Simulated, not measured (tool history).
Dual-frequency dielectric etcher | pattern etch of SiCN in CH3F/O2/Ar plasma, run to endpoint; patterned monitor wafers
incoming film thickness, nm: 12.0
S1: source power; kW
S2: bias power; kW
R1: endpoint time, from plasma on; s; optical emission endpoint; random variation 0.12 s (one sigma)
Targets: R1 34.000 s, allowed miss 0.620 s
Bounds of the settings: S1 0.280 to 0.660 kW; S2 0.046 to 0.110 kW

Run 1, hour 0.0: S1 0.470 kW, S2 0.078 kW. Result: R1 29.212 s.
Run 2, hour 4.1: S1 0.440 kW, S2 0.077 kW. Result: R1 29.858 s.
Run 3, hour 8.2: S1 0.480 kW, S2 0.077 kW. Result: R1 29.204 s.
Run 4, hour 9.4: S1 0.420 kW, S2 0.077 kW. Result: R1 30.246 s.
Run 5, hour 10.1: S1 0.400 kW, S2 0.075 kW. Result: R1 31.184 s.
Run 6, hour 15.9: S1 0.400 kW, S2 0.063 kW. Result: R1 32.533 s.
Run 7, hour 22.1: S1 0.390 kW, S2 0.063 kW. Result: R1 32.873 s.
Run 8, hour 29.1: S1 0.380 kW, S2 0.063 kW. Result: R1 33.190 s.

Which of these 5 next moves meets every target?
Run A, hour 36.1: S1 0.370 kW, S2 0.071 kW. Result: R1 ?.
Run B, hour 36.1: S1 0.400 kW, S2 0.070 kW. Result: R1 ?.
Run C, hour 36.1: S1 0.360 kW, S2 0.076 kW. Result: R1 ?.
Run D, hour 36.1: S1 0.430 kW, S2 0.061 kW. Result: R1 ?.
Run E, hour 36.1: S1 0.350 kW, S2 0.064 kW. Result: R1 ?.

move      R1
   A  32.459
   B  31.841
   C  32.054
   D  32.409
   E  34.027
A: further off than the last run
B: further off than the last run
C: further off than the last run
D: further off than the last run
E: meets every target
Move E is the one to make.

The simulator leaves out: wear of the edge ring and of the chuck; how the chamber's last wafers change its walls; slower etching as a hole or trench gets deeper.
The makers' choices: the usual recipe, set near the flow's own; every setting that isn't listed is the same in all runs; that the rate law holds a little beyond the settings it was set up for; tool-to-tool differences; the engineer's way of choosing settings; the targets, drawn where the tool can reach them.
